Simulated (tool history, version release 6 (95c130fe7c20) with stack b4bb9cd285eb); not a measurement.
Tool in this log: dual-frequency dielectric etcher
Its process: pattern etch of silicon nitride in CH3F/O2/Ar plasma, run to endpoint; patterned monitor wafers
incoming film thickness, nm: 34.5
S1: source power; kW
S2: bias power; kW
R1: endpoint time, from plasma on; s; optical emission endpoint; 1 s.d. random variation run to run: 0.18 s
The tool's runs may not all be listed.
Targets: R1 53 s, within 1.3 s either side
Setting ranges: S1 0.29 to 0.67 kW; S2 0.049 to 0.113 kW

{"run": 1, "hour": 0.0, "S1": 0.48, "S2": 0.081, "R1": 43.899}
{"run": 2, "hour": 8.0, "S1": 0.48, "S2": 0.086, "R1": 43.126}
{"run": 3, "hour": 14.0, "S1": 0.48, "S2": 0.073, "R1": 45.606}
{"run": 4, "hour": 19.5, "S1": 0.44, "S2": 0.071, "R1": 47.529}
{"run": 5, "hour": 23.0, "S1": 0.51, "S2": 0.071, "R1": 44.645}
{"run": 6, "hour": 28.3, "S1": 0.47, "S2": 0.069, "R1": 46.167}
{"run": 7, "hour": 29.8, "S1": 0.43, "S2": 0.067, "R1": 48.892}
{"run": 8, "hour": 30.5, "S1": 0.41, "S2": 0.066, "R1": 50.026}
{"run": 9, "hour": 39.0, "S1": 0.4, "S2": 0.065, "R1": 50.62}
{"run": 10, "hour": 40.4, "S1": 0.39, "S2": 0.065, "R1": 50.823}

Which one of the following 4 next-run settings gets every result inside its allowed miss? There is exactly one.
{"run": "A", "hour": 41.8, "S1": 0.4, "S2": 0.055, "R1": "?"}
{"run": "B", "hour": 41.8, "S1": 0.44, "S2": 0.073, "R1": "?"}
{"run": "C", "hour": 41.8, "S1": 0.43, "S2": 0.061, "R1": "?"}
{"run": "D", "hour": 41.8, "S1": 0.4, "S2": 0.063, "R1": "?"}

move=A R1=53.092
move=B R1=46.822
move=C R1=49.972
move=D R1=50.962
A: in spec on every target
B: the biggest miss grows against the last run
C: the biggest miss grows against the last run
D: better than the last run, though not everything is in spec
A is the move that brings every result within its allowed miss.
